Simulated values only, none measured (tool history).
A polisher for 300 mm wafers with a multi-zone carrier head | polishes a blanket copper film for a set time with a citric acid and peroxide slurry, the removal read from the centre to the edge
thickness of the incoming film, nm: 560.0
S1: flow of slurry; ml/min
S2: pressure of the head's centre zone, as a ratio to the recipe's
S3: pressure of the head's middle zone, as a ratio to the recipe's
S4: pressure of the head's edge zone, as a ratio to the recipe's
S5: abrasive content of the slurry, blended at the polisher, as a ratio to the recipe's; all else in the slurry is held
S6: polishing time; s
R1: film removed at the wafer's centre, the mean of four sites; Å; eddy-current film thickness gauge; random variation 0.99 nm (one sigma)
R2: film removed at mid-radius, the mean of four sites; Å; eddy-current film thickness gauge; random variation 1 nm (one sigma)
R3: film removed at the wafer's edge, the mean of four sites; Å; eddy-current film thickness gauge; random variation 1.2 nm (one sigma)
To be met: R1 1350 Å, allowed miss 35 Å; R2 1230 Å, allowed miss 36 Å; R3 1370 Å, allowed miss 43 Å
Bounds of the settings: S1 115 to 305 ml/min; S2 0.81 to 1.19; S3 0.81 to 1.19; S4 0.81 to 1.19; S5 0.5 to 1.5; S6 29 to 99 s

run,hour,S1,S2,S3,S4,S5,S6,R1,R2,R3
1,0,195,1,1,1,1,64,1661.1,1682.3,1713.9
2,8.1,195,1,1,1,1.15,64,1703.6,1732,1768
3,13.7,220,1,1,1,1.15,64,1722.3,1763.8,1759.1
4,22.5,220,0.99,0.97,0.98,1,63,1634.2,1655.3,1677.1
5,23.5,220,0.99,0.97,0.98,1.15,63,1714.6,1692,1745.2
6,31.9,220,0.99,0.97,0.98,1.15,48,1300.7,1300,1323.6
7,37.4,220,0.99,0.97,0.98,1.15,48,1299.3,1307.9,1321.7
8,38.5,220,1,0.96,0.99,1.15,48,1307.8,1285.2,1303.9
9,47.2,215,1,0.95,1,1.2,48,1327.1,1299.6,1334.6
10,56.3,210,1,0.93,1.01,1.2,48,1306.8,1267.9,1331.6
11,61.8,210,1,0.92,1.02,1.2,48,1299,1244.2,1349.3

4 next moves are on the table. One of them brings every result within its allowed miss. Which?
A,67.3,220,1.03,0.91,1.04,1.45,46,?,?,?
B,67.3,215,1.05,0.94,0.96,1.05,49,?,?,?
C,67.3,190,1.07,0.88,0.99,1.3,46,?,?,?
D,67.3,160,1,0.81,1.05,1.2,52,?,?,?

move,R1,R2,R3
A,1351.4,1238.3,1377.2
B,1369.3,1265.7,1318.6
C,1339.6,1153.7,1295.5
D,1353.7,1166.7,1454.6
A: meets every target
B: brings the result that was furthest off to its target, and leaves another outside
C: brings the result that was furthest off to its target, and leaves another outside
D: brings the result that was furthest off to its target, and leaves another outside
The right move is A.

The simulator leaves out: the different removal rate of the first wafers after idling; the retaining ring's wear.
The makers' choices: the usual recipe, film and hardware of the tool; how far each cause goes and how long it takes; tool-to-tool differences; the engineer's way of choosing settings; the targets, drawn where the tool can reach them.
